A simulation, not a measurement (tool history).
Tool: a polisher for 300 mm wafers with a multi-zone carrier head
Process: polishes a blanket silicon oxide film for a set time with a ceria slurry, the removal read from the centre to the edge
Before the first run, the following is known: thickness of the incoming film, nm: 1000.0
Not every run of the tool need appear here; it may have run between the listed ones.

| run | hour | flow of slurry (ml/min) | pressure of the head's centre zone | pressure of the head's middle zone | pressure of the head's edge zone | polishing time (s) | film removed at the wafer's centre (nm) | film removed at mid-radius (nm) | film removed at the wafer's edge (nm) |
|---|---|---|---|---|---|---|---|---|---|
| 1 | 0.0 | 315 | 1.00 | 1.00 | 1.00 | 55 | 229.74 | 233.56 | 231.48 |
| 2 | 8.0 | 315 | 1.00 | 1.00 | 0.92 | 55 | 226.40 | 231.96 | 223.52 |
| 3 | 10.9 | 390 | 1.00 | 1.00 | 0.92 | 55 | 233.56 | 233.32 | 221.49 |
| 4 | 17.8 | 375 | 1.02 | 1.02 | 0.96 | 58 | 252.58 | 241.62 | 239.86 |
| 5 | 24.1 | 375 | 1.06 | 1.02 | 0.96 | 58 | 260.23 | 248.47 | 245.68 |
| 6 | 31.3 | 300 | 1.06 | 1.02 | 0.96 | 58 | 260.12 | 240.93 | 235.07 |
| 7 | 36.9 | 305 | 1.06 | 1.05 | 0.99 | 61 | 268.05 | 258.14 | 251.77 |
| 8 | 39.6 | 305 | 1.07 | 1.07 | 1.00 | 64 | 286.08 | 274.73 | 264.80 |
| 9 | 46.7 | 305 | 1.07 | 1.07 | 1.00 | 64 | 288.42 | 277.87 | 272.13 |
| 10 | 50.2 | 310 | 1.08 | 1.09 | 1.01 | 65 | 295.26 | 292.76 | 272.49 |

Run 11 is up next; what results do you expect?
| 11 | 54.2 | 320 | 1.09 | 1.10 | 1.04 | 66 | ? | ? | ? |

film removed at the wafer's centre (nm): 303.61
film removed at mid-radius (nm): 293.90
film removed at the wafer's edge (nm): 283.30
